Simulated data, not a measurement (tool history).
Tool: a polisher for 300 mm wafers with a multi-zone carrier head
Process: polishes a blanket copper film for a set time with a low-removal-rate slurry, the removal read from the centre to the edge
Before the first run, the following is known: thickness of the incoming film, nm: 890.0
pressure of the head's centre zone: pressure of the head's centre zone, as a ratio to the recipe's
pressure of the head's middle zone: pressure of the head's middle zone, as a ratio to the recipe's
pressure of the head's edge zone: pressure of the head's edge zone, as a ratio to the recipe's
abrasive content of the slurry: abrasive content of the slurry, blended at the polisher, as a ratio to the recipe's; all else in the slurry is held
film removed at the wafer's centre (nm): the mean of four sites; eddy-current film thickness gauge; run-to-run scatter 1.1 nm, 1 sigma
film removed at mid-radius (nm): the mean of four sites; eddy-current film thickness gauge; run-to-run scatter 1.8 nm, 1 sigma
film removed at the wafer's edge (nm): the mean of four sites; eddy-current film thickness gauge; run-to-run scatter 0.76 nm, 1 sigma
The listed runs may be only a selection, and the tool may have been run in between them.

run	day	flow of slurry (ml/min)	pressure of the head's centre zone	pressure of the head's middle zone	pressure of the head's edge zone	abrasive content of the slurry	polishing time (s)	film removed at the wafer's centre (nm)	film removed at mid-radius (nm)	film removed at the wafer's edge (nm)
1	0.000	245	1.00	1.00	1.00	1.00	75	171.55	173.16	173.48
2	0.038	290	1.00	1.00	1.00	1.00	75	175.84	179.39	174.08
3	0.267	290	1.00	0.93	1.00	1.00	75	179.00	164.27	175.26
4	0.558	290	0.97	0.96	0.98	0.90	71	158.35	156.43	159.87
5	0.604	240	0.97	0.96	0.98	0.90	71	158.08	156.21	158.28
6	0.679	240	0.94	0.98	0.97	0.85	68	146.43	147.77	148.55

Run 7 comes next. What will it give?
7	0.842	240	0.91	1.02	0.97	0.80	65	?	?	?

film removed at the wafer's centre (nm): 130.96
film removed at mid-radius (nm): 148.45
film removed at the wafer's edge (nm): 140.68
